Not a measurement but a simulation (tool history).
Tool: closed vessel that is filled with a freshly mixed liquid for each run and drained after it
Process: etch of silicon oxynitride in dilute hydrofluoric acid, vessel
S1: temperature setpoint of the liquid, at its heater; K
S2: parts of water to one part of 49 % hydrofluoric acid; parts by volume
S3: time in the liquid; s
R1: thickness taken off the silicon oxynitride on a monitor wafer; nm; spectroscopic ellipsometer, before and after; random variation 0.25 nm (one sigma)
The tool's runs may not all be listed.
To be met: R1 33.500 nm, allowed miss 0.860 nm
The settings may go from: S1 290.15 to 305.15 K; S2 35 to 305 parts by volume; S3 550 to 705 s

run  hour      S1   S2   S3      R1
  1   0.0  297.15  170  705  18.793
  2   5.8  299.15  170  705  20.601
  3   7.3  296.65  170  705  18.329
  4  11.5  294.15  170  705  16.095
  5  18.7  297.65  170  705  19.076
  6  19.8  300.15  170  705  21.550
  7  23.7  301.15  160  705  24.249
  8  28.9  305.15  135  705  34.301

4 next moves are on the table. One of them brings every result within its allowed miss. Which?
  A  34.1  304.65  130  705   ?
  B  34.1  303.15  100  560   ?
  C  34.1  303.15  120  705   ?
  D  34.1  305.15  115  570   ?

move      R1
   A  35.263
   B  35.150
   C  36.141
   D  33.458
A: further off than the last run
B: further off than the last run
C: further off than the last run
D: meets every target
Answer: D
